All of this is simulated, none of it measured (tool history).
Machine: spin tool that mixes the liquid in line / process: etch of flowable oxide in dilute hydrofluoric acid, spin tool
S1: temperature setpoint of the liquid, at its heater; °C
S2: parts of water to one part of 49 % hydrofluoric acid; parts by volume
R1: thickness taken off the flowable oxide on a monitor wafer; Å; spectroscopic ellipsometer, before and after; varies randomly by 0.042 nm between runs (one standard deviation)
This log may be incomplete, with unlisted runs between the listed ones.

{"run": 1, "day": 0.0, "S1": 23.0, "S2": 165, "time under the liquid (s)": 15, "R1": 46.259}
{"run": 2, "day": 0.029, "S1": 26.5, "S2": 165, "time under the liquid (s)": 15, "R1": 52.475}
{"run": 3, "day": 0.242, "S1": 27.0, "S2": 160, "time under the liquid (s)": 15, "R1": 55.788}
{"run": 4, "day": 0.542, "S1": 27.5, "S2": 155, "time under the liquid (s)": 15, "R1": 59.332}
{"run": 5, "day": 0.783, "S1": 27.5, "S2": 125, "time under the liquid (s)": 15, "R1": 76.165}
{"run": 6, "day": 0.879, "S1": 25.5, "S2": 125, "time under the liquid (s)": 15, "R1": 71.0}
{"run": 7, "day": 1.183, "S1": 26.0, "S2": 125, "time under the liquid (s)": 15, "R1": 72.765}

The next listed run, before its measurement:
{"run": 8, "day": 1.267, "S1": 26.0, "S2": 125, "time under the liquid (s)": 15, "R1": "?"}

R1: 71.921 Å
